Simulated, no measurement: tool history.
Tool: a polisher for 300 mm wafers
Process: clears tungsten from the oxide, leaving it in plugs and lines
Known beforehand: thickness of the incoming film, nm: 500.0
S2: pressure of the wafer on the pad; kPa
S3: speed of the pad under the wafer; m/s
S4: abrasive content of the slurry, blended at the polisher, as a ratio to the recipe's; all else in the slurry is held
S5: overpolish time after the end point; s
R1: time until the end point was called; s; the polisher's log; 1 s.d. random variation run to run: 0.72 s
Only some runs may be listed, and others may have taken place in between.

Run 1, hour 0: flow of slurry (ml/min) 250, S2 26.9 kPa, S3 1.26 m/s, S4 1, S5 34 s. Result: R1 83.098 s.
Run 2, hour 5: flow of slurry (ml/min) 250, S2 26.9 kPa, S3 1.26 m/s, S4 1, S5 34 s. Result: R1 82.004 s.
Run 3, hour 11.5: flow of slurry (ml/min) 250, S2 26.9 kPa, S3 1.56 m/s, S4 1, S5 34 s. Result: R1 67.418 s.
Run 4, hour 19: flow of slurry (ml/min) 185, S2 26.9 kPa, S3 1.56 m/s, S4 1, S5 34 s. Result: R1 69.013 s.
Run 5, hour 20.2: flow of slurry (ml/min) 185, S2 28.3 kPa, S3 1.56 m/s, S4 1, S5 34 s. Result: R1 65.108 s.
Run 6, hour 22.4: flow of slurry (ml/min) 150, S2 28.3 kPa, S3 1.56 m/s, S4 1, S5 34 s. Result: R1 66.335 s.

Expected results for the next run?
Run 7, hour 26.1: flow of slurry (ml/min) 150, S2 29.6 kPa, S3 1.56 m/s, S4 1, S5 34 s. Result: R1 ?.

{"run 7": {"R1": 64.954}}
